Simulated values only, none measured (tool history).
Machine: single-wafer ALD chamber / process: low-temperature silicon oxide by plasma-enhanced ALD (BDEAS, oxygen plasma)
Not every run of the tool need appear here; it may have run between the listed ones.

run  hour  heater temperature setpoint (°C)  number of ALD cycles (cycles)  mean film thickness on the monitor wafer (Å)
  1   0.0                               100                             56                                        84.602
  2   7.9                               100                             53                                        80.193
  3  14.9                               104                             53                                        78.724
  4  21.0                               104                             47                                        69.956
  5  28.8                                99                             51                                        76.967
  6  36.1                               103                             51                                        76.111
     44.7  -- thermocouple changed; heater temperature recalibrated
  7  44.7                                99                             54                                        79.984
  8  49.2                                99                             57                                        84.348
  9  57.1                                98                             59                                        87.345
 10  58.7                                91                             64                                        97.316
 11  67.5                                92                             64                                        97.111

Run 12 has not been measured yet. What should we expect?
 12  70.9                                93                             64                                             ?

Run 12 produced mean film thickness on the monitor wafer (Å) 96.891.
